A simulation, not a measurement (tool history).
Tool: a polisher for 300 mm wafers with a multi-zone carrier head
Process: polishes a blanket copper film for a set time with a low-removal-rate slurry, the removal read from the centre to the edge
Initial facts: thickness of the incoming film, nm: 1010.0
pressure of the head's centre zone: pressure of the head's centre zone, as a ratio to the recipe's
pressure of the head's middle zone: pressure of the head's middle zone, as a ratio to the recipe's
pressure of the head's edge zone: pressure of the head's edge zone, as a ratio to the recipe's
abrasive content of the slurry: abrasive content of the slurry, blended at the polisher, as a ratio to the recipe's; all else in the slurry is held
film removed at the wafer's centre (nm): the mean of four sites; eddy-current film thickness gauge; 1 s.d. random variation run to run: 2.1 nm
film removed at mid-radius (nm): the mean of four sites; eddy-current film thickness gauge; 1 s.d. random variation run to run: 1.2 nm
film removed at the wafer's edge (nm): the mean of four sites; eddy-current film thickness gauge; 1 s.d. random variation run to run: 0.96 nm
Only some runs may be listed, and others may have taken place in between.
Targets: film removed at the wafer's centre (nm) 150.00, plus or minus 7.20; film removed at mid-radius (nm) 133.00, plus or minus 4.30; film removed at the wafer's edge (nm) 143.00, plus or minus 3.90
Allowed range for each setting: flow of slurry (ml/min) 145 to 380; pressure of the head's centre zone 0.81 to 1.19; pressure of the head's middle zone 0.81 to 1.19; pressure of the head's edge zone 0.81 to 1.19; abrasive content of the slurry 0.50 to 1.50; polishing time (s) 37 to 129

run,hour,flow of slurry (ml/min),pressure of the head's centre zone,pressure of the head's middle zone,pressure of the head's edge zone,abrasive content of the slurry,polishing time (s),film removed at the wafer's centre (nm),film removed at mid-radius (nm),film removed at the wafer's edge (nm)
1,0.0,245,1.00,1.00,1.00,1.00,83,159.96,169.45,171.02
2,5.2,240,1.01,0.97,0.97,0.95,83,158.28,161.23,164.93
3,11.6,240,1.01,0.97,0.97,0.95,93,176.91,177.10,185.52
4,20.4,240,1.01,1.02,0.97,0.95,93,177.15,186.50,184.06
5,27.6,240,1.01,1.02,0.97,0.95,109,207.77,220.38,218.00
6,32.7,235,1.02,1.00,0.95,0.85,105,197.22,200.00,202.26
7,35.9,230,1.02,0.98,0.93,0.80,102,183.64,185.56,187.07
8,43.6,225,1.02,0.96,0.91,0.75,101,180.50,177.65,177.71
9,51.9,220,1.01,0.93,0.90,0.70,100,172.10,168.35,173.28
10,54.6,215,1.01,0.91,0.89,0.65,99,163.62,156.48,166.37
11,61.1,210,1.01,0.90,0.88,0.60,98,158.51,148.88,155.15
12,66.4,205,1.01,0.89,0.87,0.60,98,152.42,147.40,154.76
13,73.4,200,1.02,0.88,0.86,0.60,98,157.30,143.99,154.71
14,79.6,195,1.02,0.88,0.85,0.60,98,159.27,142.85,152.07
15,83.5,190,1.02,0.88,0.84,0.60,98,154.74,143.34,151.12
16,90.7,185,1.02,0.87,0.83,0.60,98,155.78,140.17,150.89
17,93.2,180,1.03,0.87,0.81,0.50,96,137.40,127.78,135.44
18,97.9,190,1.03,0.87,0.82,0.50,96,141.17,129.83,135.29
19,103.5,195,1.03,0.87,0.83,0.50,96,139.05,128.39,137.35
20,104.4,195,1.04,0.87,0.83,0.50,96,144.17,128.56,137.44
21,105.9,200,1.04,0.87,0.84,0.50,96,145.78,129.64,138.99
22,114.3,205,1.04,0.87,0.84,0.50,96,145.27,130.74,138.14
23,119.5,205,1.04,0.87,0.85,0.50,96,142.30,130.84,137.71

Which one of the following 5 next-run settings gets every result inside its allowed miss? There is exactly one.
A,124.7,210,1.07,0.82,0.87,0.50,97,?,?,?
B,124.7,225,1.15,0.85,0.82,0.55,90,?,?,?
C,124.7,160,1.05,0.86,0.81,0.60,97,?,?,?
D,124.7,150,1.10,0.82,0.98,0.65,91,?,?,?
E,124.7,180,0.93,0.81,0.93,0.50,101,?,?,?

move,film removed at the wafer's centre (nm),film removed at mid-radius (nm),film removed at the wafer's edge (nm)
A,145.95,126.74,143.08
B,152.79,127.89,136.25
C,147.08,135.86,144.85
D,145.95,124.58,151.16
E,130.27,127.28,150.52
A: the furthest-off result lands on target, but another misses its tolerance
B: lands further from the targets than the last run did
C: every result lands within tolerance
D: moves the result that the last run missed by most past its target, out the other side
E: moves the result that the last run missed by most past its target, out the other side
C is the move that brings every result within its allowed miss.
